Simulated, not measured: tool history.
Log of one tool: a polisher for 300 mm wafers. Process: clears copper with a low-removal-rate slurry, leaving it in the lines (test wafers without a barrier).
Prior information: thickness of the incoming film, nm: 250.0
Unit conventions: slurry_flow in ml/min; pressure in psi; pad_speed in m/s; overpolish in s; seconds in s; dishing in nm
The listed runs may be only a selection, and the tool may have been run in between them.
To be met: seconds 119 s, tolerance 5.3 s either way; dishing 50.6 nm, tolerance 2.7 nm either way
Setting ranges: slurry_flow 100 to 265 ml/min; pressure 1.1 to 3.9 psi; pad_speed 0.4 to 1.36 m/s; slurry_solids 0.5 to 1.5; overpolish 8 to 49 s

run  hour  slurry_flow  pressure  pad_speed  slurry_solids  overpolish  seconds  dishing
  1     0          170       2.5       0.88              1          25   90.556   39.804
  2   4.5          165       2.4       0.88              1          28   93.428   41.528
  3     6          165       2.4       0.88              1          22   96.578   34.679
  4  13.7          160       2.3       0.88              1          27    97.31   38.781
  5  19.8          160       2.3       0.96              1          27   92.342   43.337
  6    25          160         2       0.96              1          27   99.087   38.652
  7  25.8          150       1.9       0.96              1          31   106.25   40.496
  8  33.9          140       1.9       0.96              1          34   106.38   43.745
  9  41.3          135       1.8       0.96              1          36   112.14   44.359
 10  45.1          135       1.8       0.96              1          36   110.72    42.74
 11  46.9          135       1.8       0.96              1          38   112.94   46.199
 12    50          135       1.8       0.96              1          39   111.85   48.337
 13  56.2          130       1.8       0.96              1          40   111.47   46.707
 14  63.7          130       1.8       0.96              1          41   112.57   48.928

Exercise: of the 4 proposed moves below, exactly one satisfies all targets within the stated allowed misses. Which move is it?
  A  71.2          150       1.8       0.88              1          45        ?        ?
  B  71.2          125       2.2       0.94           0.95          37        ?        ?
  C  71.2          145       1.2       1.02           0.95          43        ?        ?
  D  71.2          150       1.8       0.96           0.95          41        ?        ?

move  seconds  dishing
   A   117.88   48.843
   B   100.67   48.098
   C   136.32   41.207
   D   109.72   48.071
A: each result inside its tolerance
B: lands further from the targets than the last run did
C: pushes the last run's worst result past its target
D: lands further from the targets than the last run did
Answer: A

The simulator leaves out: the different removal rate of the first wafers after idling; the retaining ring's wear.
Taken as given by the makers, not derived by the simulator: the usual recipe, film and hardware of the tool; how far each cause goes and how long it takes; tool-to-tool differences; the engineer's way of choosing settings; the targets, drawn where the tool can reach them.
